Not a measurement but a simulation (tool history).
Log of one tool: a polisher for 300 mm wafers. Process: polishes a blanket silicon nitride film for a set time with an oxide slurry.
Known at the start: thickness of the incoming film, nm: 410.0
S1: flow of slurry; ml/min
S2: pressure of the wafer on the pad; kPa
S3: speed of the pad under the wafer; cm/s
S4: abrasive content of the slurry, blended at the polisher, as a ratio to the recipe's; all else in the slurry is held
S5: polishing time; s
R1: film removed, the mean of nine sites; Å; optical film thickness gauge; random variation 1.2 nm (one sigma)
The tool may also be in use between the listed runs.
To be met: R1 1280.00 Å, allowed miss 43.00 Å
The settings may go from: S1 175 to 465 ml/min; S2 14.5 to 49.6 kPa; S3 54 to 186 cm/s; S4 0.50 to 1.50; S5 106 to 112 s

run	hour	S1	S2	S3	S4	S5	R1
1	0.0	295	31.7	118	1.00	106	1070.80
2	5.7	295	33.1	118	1.00	106	1113.60
3	12.2	295	33.8	118	1.00	106	1122.70
4	17.7	295	33.8	94	1.00	106	978.31
5	25.4	295	33.8	94	0.85	106	899.79
6	26.9	295	35.9	94	0.85	106	944.79
7	34.5	295	37.9	94	0.85	106	1018.40
8	41.7	295	39.3	94	0.85	106	1024.90
9	47.0	295	40.7	94	0.85	106	1060.20
10	55.5	295	42.1	94	0.85	106	1067.80
11	57.0	295	43.4	96	0.85	106	1139.70
12	61.2	295	44.1	96	0.85	106	1152.50
13	65.9	295	44.8	96	0.85	106	1154.30

Which of these 5 next moves meets every target?
A	70.6	255	46.9	82	0.85	107	?
B	70.6	360	46.9	76	1.20	106	?
C	70.6	310	44.1	56	0.90	108	?
D	70.6	275	44.8	72	0.90	106	?
E	70.6	295	41.4	82	0.85	106	?

move	R1
A	1129.90
B	1316.80
C	951.51
D	1050.60
E	1014.50
A: further off than the last run
B: meets every target
C: further off than the last run
D: further off than the last run
E: further off than the last run
Move B is the one to make.

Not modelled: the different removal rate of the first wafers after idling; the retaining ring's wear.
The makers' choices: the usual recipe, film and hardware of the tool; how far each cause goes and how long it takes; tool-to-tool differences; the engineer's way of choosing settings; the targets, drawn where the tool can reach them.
